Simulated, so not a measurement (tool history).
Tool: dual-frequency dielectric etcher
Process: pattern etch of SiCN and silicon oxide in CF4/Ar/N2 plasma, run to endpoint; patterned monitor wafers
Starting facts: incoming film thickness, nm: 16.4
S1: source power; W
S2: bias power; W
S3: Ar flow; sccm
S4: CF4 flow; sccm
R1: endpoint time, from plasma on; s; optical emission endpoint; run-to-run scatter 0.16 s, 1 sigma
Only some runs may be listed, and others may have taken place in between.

| run | hour | S1 | S2 | S3 | S4 | R1 |
|---|---|---|---|---|---|---|
| 1 | 0.0 | 540 | 51 | 123 | 53 | 18.075 |
| 2 | 3.1 | 540 | 51 | 123 | 56 | 17.656 |
| 3 | 5.5 | 520 | 49 | 126 | 56 | 18.567 |
| 4 | 6.6 | 500 | 47 | 129 | 55 | 19.685 |
| 5 | 12.4 | 480 | 45 | 131 | 55 | 20.842 |
| 6 | 17.0 | 480 | 51 | 131 | 55 | 19.961 |
| 7 | 20.6 | 460 | 49 | 133 | 55 | 20.751 |

Expected results for the next run?
| 8 | 29.0 | 440 | 47 | 135 | 55 | ? |

Run 8 came out at R1 22.071 s.

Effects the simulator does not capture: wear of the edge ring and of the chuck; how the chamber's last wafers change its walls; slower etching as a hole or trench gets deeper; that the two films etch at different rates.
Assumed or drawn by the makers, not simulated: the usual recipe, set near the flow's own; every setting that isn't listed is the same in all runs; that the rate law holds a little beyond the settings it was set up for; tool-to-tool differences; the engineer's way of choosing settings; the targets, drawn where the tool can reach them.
